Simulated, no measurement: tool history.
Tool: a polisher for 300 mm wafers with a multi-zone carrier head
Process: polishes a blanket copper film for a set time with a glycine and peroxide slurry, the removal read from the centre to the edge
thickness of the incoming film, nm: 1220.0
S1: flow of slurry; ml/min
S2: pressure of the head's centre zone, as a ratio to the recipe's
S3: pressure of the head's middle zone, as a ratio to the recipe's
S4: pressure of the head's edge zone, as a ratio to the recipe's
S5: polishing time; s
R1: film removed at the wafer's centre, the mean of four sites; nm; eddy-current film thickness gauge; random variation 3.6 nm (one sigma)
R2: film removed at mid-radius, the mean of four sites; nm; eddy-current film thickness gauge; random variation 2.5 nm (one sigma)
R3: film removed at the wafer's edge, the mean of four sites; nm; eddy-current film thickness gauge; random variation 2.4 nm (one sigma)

{"run": 1, "hour": 0.0, "S1": 265, "S2": 1.0, "S3": 1.0, "S4": 1.0, "S5": 50, "R1": 223.44, "R2": 234.49, "R3": 234.34}
{"run": 2, "hour": 8.1, "S1": 335, "S2": 1.0, "S3": 1.0, "S4": 1.0, "S5": 50, "R1": 224.32, "R2": 242.12, "R3": 239.3}
{"run": 3, "hour": 12.1, "S1": 390, "S2": 1.0, "S3": 1.0, "S4": 1.0, "S5": 50, "R1": 237.04, "R2": 246.32, "R3": 240.48}
{"run": 4, "hour": 17.1, "S1": 415, "S2": 1.0, "S3": 1.0, "S4": 1.0, "S5": 50, "R1": 238.12, "R2": 244.48, "R3": 239.67}
{"run": 5, "hour": 18.0, "S1": 410, "S2": 0.99, "S3": 1.02, "S4": 1.0, "S5": 51, "R1": 238.03, "R2": 254.61, "R3": 244.2}
{"run": 6, "hour": 22.1, "S1": 410, "S2": 0.99, "S3": 1.02, "S4": 0.92, "S5": 51, "R1": 238.5, "R2": 253.12, "R3": 232.01}
{"run": 7, "hour": 26.8, "S1": 405, "S2": 0.98, "S3": 1.04, "S4": 0.94, "S5": 52, "R1": 245.87, "R2": 264.4, "R3": 245.09}
{"run": 8, "hour": 28.5, "S1": 405, "S2": 0.97, "S3": 1.06, "S4": 0.94, "S5": 53, "R1": 241.93, "R2": 274.52, "R3": 244.91}

Run 9 comes next. What will it give?
{"run": 9, "hour": 31.2, "S1": 405, "S2": 0.97, "S3": 1.07, "S4": 0.96, "S5": 54, "R1": "?", "R2": "?", "R3": "?"}

R1: 248.25 nm
R2: 280.21 nm
R3: 248.43 nm
